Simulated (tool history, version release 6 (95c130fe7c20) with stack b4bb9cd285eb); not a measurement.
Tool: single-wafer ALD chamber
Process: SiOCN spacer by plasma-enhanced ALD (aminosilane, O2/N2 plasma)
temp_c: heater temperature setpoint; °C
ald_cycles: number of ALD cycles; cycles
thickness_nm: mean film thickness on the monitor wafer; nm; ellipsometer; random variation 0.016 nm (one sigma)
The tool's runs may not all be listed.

Run 1, hour 0.0: temp_c 420 °C, ald_cycles 108 cycles. Result: thickness_nm 6.3090 nm.
Run 2, hour 7.8: temp_c 420 °C, ald_cycles 115 cycles. Result: thickness_nm 6.7281 nm.
Run 3, hour 11.8: temp_c 420 °C, ald_cycles 130 cycles. Result: thickness_nm 7.6143 nm.
Run 4, hour 15.6: temp_c 425 °C, ald_cycles 130 cycles. Result: thickness_nm 7.4610 nm.
Run 5, hour 21.9: temp_c 428 °C, ald_cycles 124 cycles. Result: thickness_nm 7.0316 nm.
Run 6, hour 25.8: temp_c 430 °C, ald_cycles 119 cycles. Result: thickness_nm 6.6937 nm.
Run 7, hour 28.9: temp_c 432 °C, ald_cycles 115 cycles. Result: thickness_nm 6.4380 nm.

Run 8 comes next. What will it give?
Run 8, hour 31.2: temp_c 433 °C, ald_cycles 112 cycles. Result: thickness_nm ?.

thickness_nm: 6.2187 nm

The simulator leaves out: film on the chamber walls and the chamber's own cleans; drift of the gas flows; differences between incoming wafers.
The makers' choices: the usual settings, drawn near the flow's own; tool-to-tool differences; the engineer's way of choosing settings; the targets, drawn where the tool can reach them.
